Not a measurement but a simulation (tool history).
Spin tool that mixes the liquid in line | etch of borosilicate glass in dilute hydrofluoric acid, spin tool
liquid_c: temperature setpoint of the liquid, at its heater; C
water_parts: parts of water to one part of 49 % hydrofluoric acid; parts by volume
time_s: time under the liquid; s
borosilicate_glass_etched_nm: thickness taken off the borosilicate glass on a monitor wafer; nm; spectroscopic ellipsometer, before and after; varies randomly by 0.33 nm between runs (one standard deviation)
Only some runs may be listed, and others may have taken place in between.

run,day,liquid_c,water_parts,time_s,borosilicate_glass_etched_nm
1,0,23,155,165,30.839
2,0.354,23,120,165,41.624
3,0.592,23,80,165,65.545
4,0.65,23,80,175,69.189
5,0.762,21.5,90,175,57.187
6,1.088,20.5,90,175,55.025
7,1.258,19.5,90,175,52.327
8,1.4,19,90,175,51.082
# day 1.488: hydrofluoric acid flow meter replaced
9,1.488,18.5,90,175,55.482

Run 10 comes next. What will it give?
10,1.621,18,95,175,?

borosilicate_glass_etched_nm: 52.434 nm

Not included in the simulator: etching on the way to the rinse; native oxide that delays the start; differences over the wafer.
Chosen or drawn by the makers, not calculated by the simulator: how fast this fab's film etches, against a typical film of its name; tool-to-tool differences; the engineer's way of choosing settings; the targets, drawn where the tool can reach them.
